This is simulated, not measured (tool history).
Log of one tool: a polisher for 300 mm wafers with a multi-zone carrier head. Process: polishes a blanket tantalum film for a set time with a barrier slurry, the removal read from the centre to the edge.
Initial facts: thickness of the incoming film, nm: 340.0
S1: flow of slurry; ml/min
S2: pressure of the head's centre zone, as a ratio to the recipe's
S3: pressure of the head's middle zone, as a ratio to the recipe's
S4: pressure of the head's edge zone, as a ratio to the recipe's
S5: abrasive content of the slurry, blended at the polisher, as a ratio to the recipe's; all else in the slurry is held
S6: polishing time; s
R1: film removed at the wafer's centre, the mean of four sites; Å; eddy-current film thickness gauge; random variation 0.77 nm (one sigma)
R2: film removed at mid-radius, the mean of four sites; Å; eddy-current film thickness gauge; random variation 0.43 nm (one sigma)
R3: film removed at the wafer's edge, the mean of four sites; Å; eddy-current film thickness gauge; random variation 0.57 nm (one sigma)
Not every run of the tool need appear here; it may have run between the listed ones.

| run | hour | S1 | S2 | S3 | S4 | S5 | S6 | R1 | R2 | R3 |
|---|---|---|---|---|---|---|---|---|---|---|
| 1 | 0.0 | 175 | 1.00 | 1.00 | 1.00 | 1.00 | 81 | 983.34 | 958.12 | 990.33 |
| 2 | 0.7 | 160 | 0.95 | 0.96 | 1.00 | 0.85 | 77 | 833.79 | 839.12 | 886.82 |
| 3 | 3.5 | 150 | 0.92 | 0.92 | 1.01 | 0.75 | 74 | 751.85 | 763.85 | 828.23 |
| 4 | 7.7 | 140 | 0.90 | 0.89 | 1.03 | 0.70 | 71 | 696.13 | 684.88 | 773.68 |
| 5 | 13.7 | 135 | 0.88 | 0.89 | 1.06 | 0.65 | 69 | 647.28 | 647.89 | 748.96 |
| 6 | 16.1 | 135 | 0.88 | 0.89 | 1.01 | 0.65 | 69 | 636.33 | 641.87 | 731.31 |

What does the tool deliver on the next run?
| 7 | 19.8 | 135 | 0.88 | 0.89 | 1.01 | 0.65 | 69 | ? | ? | ? |

{"run 7": {"R1": 645.51, "R2": 642.51, "R3": 713.16}}
